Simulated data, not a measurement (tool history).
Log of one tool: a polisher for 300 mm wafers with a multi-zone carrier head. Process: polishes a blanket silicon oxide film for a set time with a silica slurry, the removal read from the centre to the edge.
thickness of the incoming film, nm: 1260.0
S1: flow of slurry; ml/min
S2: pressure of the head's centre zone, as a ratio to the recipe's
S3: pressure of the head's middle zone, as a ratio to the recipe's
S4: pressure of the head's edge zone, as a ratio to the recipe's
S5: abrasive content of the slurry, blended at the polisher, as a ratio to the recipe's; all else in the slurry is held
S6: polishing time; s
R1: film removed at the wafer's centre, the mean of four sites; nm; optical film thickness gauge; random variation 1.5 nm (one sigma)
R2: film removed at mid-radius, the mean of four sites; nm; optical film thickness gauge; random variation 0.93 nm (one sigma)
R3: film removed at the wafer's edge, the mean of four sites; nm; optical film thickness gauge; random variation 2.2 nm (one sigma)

run,hour,S1,S2,S3,S4,S5,S6,R1,R2,R3
1,0,135,1,1,1,1,88,275.02,275.88,271.69
2,4.5,135,1,1,0.91,1,88,271.58,273.02,262.12
3,13,130,0.98,0.97,0.91,0.9,84,242.86,249.53,243.68
4,14.9,130,0.98,0.97,0.98,0.9,84,240.87,248.95,246.47
5,17.4,130,0.9,0.97,0.98,0.9,84,229.51,247.41,249.02
6,21.5,125,0.91,0.94,1,0.85,79,210.55,221.46,235.91
7,26.9,120,0.92,0.92,0.99,0.8,75,193.24,201.45,212.91
8,30.6,85,0.92,0.82,1.07,0.55,60,123.91,122.94,149.8

Run 9 comes next. What will it give?
9,36.8,90,0.92,0.82,1.07,0.55,60,?,?,?

R1: 130.28 nm
R2: 124.3 nm
R3: 151.44 nm
